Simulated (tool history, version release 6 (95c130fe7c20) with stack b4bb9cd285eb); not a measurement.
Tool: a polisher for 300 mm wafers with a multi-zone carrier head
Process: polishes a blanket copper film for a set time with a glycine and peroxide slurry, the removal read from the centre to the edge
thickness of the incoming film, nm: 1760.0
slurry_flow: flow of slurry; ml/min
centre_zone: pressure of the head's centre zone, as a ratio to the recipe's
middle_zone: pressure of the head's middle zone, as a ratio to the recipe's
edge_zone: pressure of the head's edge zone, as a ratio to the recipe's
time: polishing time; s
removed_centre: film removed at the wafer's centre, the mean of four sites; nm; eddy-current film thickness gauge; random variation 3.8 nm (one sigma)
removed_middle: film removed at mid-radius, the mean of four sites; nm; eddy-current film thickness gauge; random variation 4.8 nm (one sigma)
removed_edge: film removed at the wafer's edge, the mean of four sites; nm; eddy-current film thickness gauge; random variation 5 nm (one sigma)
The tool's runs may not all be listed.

run 1 hour=0 | slurry_flow=215 centre_zone=1 middle_zone=1 edge_zone=1 time=61 | removed_centre=397.78 removed_middle=396.4 removed_edge=400.34
run 2 hour=4.8 | slurry_flow=215 centre_zone=1.04 middle_zone=1 edge_zone=1 time=61 | removed_centre=408.22 removed_middle=393.46 removed_edge=389.51
run 3 hour=13 | slurry_flow=215 centre_zone=1.04 middle_zone=1.03 edge_zone=1 time=61 | removed_centre=416.61 removed_middle=392.49 removed_edge=400.12
run 4 hour=21.5 | slurry_flow=205 centre_zone=1.05 middle_zone=1.03 edge_zone=1.03 time=60 | removed_centre=407.52 removed_middle=395.38 removed_edge=389
run 5 hour=28 | slurry_flow=215 centre_zone=1.04 middle_zone=1 edge_zone=1.01 time=60 | removed_centre=410.82 removed_middle=386.7 removed_edge=387.87
run 6 hour=32.4 | slurry_flow=215 centre_zone=1.04 middle_zone=1 edge_zone=0.94 time=60 | removed_centre=400.93 removed_middle=380.72 removed_edge=378.13

The next listed run, before its measurement:
run 7 hour=36 | slurry_flow=215 centre_zone=1.03 middle_zone=0.97 edge_zone=0.97 time=59 | removed_centre=? removed_middle=? removed_edge=?

removed_centre: 390.62 nm
removed_middle: 370.96 nm
removed_edge: 379.64 nm
